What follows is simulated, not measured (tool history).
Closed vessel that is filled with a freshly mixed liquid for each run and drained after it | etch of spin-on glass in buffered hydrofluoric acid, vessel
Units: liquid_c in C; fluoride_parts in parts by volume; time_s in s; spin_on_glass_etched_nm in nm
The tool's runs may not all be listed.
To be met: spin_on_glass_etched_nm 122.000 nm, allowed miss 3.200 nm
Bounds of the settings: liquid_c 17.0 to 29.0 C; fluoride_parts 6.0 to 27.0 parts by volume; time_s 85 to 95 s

| run | hour | liquid_c | fluoride_parts | time_s | spin_on_glass_etched_nm |
|---|---|---|---|---|---|
| 1 | 0.0 | 21.0 | 16.5 | 85 | 98.118 |
| 2 | 6.6 | 23.0 | 16.5 | 85 | 111.530 |
| 3 | 12.4 | 23.5 | 16.5 | 85 | 113.210 |
| 4 | 19.0 | 23.5 | 14.5 | 85 | 126.670 |
| 5 | 27.4 | 23.5 | 17.5 | 85 | 105.690 |
| 6 | 29.6 | 24.0 | 17.5 | 85 | 110.360 |
| 7 | 33.6 | 24.0 | 17.5 | 85 | 109.930 |
| 8 | 35.0 | 24.5 | 17.5 | 85 | 113.450 |
| 9 | 39.4 | 25.0 | 17.5 | 85 | 116.750 |
| 10 | 41.1 | 25.0 | 17.5 | 85 | 117.830 |

Which of these 5 next moves meets every target?
| A | 42.8 | 24.0 | 16.0 | 90 | ? |
| B | 42.8 | 24.5 | 17.0 | 95 | ? |
| C | 42.8 | 24.5 | 15.5 | 85 | ? |
| D | 42.8 | 28.0 | 20.0 | 90 | ? |
| E | 42.8 | 24.0 | 17.5 | 95 | ? |

| move | spin_on_glass_etched_nm |
|---|---|
| A | 126.530 |
| B | 129.300 |
| C | 126.700 |
| D | 126.070 |
| E | 122.280 |
A: takes the result that was furthest off past its target
B: takes the result that was furthest off past its target
C: takes the result that was furthest off past its target
D: takes the result that was furthest off past its target
E: meets every target
Move E is the one to make.
